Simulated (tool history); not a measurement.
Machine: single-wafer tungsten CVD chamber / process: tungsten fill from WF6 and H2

run	day	heater temperature setpoint (deg C)	chamber pressure (mTorr)	deposition time (s)	mean film thickness on the monitor wafer (Å)
1	0	395	45200	11.5	380.31
2	0.125	392	45100	11.5	363.66
3	0.467	388	45100	11.5	340.45
4	0.692	398	45100	11.5	406.31
5	0.808	394	44900	11.5	369.47
# day 0.975: capacitance manometer re-zeroed and calibrated
6	0.975	394	44900	11.5	387.3
7	1.342	391	44700	11.5	362.5

For run 8, what comes out?
8	1.712	388	44500	11.5	?

mean film thickness on the monitor wafer (Å): 346.71
